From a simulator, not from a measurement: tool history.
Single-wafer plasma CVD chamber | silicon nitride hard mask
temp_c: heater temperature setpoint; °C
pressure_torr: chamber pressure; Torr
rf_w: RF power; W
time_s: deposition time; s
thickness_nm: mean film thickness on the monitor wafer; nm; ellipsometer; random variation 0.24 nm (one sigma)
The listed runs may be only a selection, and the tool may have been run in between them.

run,hour,temp_c,pressure_torr,rf_w,time_s,thickness_nm
1,0,380,2.09,380,33.6,57.02
2,7.5,380,2.22,390,33.6,58.728
3,16.2,380,2.22,345,33.6,54.09
4,19.7,380,2.33,360,33.6,56.537
5,22.9,380,2.43,370,33.6,58.052
6,26.8,380,2.15,370,33.6,56.116
7,32.8,380,2.28,380,33.6,57.67
8,41.7,380,2.38,390,33.6,59.603
9,46.5,380,2.47,400,33.6,61.124
10,48.9,380,2.54,405,33.6,61.975
11,54.7,380,2.6,410,33.6,62.978
12,60.3,380,2.65,415,33.6,63.398
13,67,380,2.65,415,33.6,63.608
# hour 69.6: capacitance manometer re-zeroed and calibrated
14,69.6,380,2.69,420,33.6,64.626
15,73.2,380,2.73,425,33.6,65.212
16,76.9,380,2.76,425,33.6,65.673

Predict the results of run 17:
17,85,380,2.79,425,33.6,?

{"run 17": {"thickness_nm": 65.844}}
